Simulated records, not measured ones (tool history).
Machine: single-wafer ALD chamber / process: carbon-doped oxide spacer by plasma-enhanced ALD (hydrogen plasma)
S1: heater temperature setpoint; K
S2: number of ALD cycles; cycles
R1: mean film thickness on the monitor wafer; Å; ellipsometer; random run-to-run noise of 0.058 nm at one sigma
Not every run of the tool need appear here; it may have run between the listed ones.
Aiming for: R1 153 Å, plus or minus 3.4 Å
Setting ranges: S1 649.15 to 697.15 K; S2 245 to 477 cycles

run 1 hour=0 | S1=673.15 S2=361 | R1=192.83
run 2 hour=6 | S1=681.15 S2=361 | R1=187.58
run 3 hour=11.3 | S1=691.15 S2=361 | R1=179.61
run 4 hour=17.3 | S1=686.15 S2=361 | R1=182.8
run 5 hour=24.3 | S1=693.15 S2=361 | R1=178.55
run 6 hour=26.2 | S1=694.15 S2=351 | R1=173.02
run 7 hour=32 | S1=695.15 S2=343 | R1=168.26
run 8 hour=34.3 | S1=695.15 S2=337 | R1=166.28
run 9 hour=41 | S1=695.15 S2=331 | R1=162.05
run 10 hour=45.8 | S1=695.15 S2=327 | R1=161.59
run 11 hour=52 | S1=695.15 S2=323 | R1=157.58
run 12 hour=61.3 | S1=695.15 S2=323 | R1=159.02

Pick the move, out of 5, that brings all results within their allowed miss; only one does.
run A hour=70.6 | S1=697.15 S2=325 | R1=?
run B hour=70.6 | S1=694.15 S2=286 | R1=?
run C hour=70.6 | S1=691.15 S2=328 | R1=?
run D hour=70.6 | S1=691.15 S2=323 | R1=?
run E hour=70.6 | S1=696.15 S2=311 | R1=?

move=A R1=157.99
move=B R1=140.58
move=C R1=163.01
move=D R1=160.52
move=E R1=151.74
A: nearer than the last run, and not there yet
B: takes the result that was furthest off past its target
C: misses by more than the last run did
D: misses by more than the last run did
E: all results in spec
Go with E: it meets all targets.
